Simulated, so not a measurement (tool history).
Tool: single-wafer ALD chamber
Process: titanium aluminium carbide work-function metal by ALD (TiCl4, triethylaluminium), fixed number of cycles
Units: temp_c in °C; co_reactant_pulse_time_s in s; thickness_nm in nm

run 1 hour=0.0 | temp_c=280 co_reactant_pulse_time_s=7.29 | thickness_nm=1.6731
run 2 hour=7.5 | temp_c=287 co_reactant_pulse_time_s=7.43 | thickness_nm=1.7290
run 3 hour=11.9 | temp_c=277 co_reactant_pulse_time_s=7.43 | thickness_nm=1.6524
run 4 hour=15.4 | temp_c=285 co_reactant_pulse_time_s=7.59 | thickness_nm=1.7267
run 5 hour=20.2 | temp_c=285 co_reactant_pulse_time_s=8.84 | thickness_nm=1.7626
run 6 hour=25.3 | temp_c=285 co_reactant_pulse_time_s=10.68 | thickness_nm=1.7949

Run 7 comes next. What will it give?
run 7 hour=27.4 | temp_c=288 co_reactant_pulse_time_s=10.78 | thickness_nm=?

{"run 7": {"thickness_nm": 1.813}}
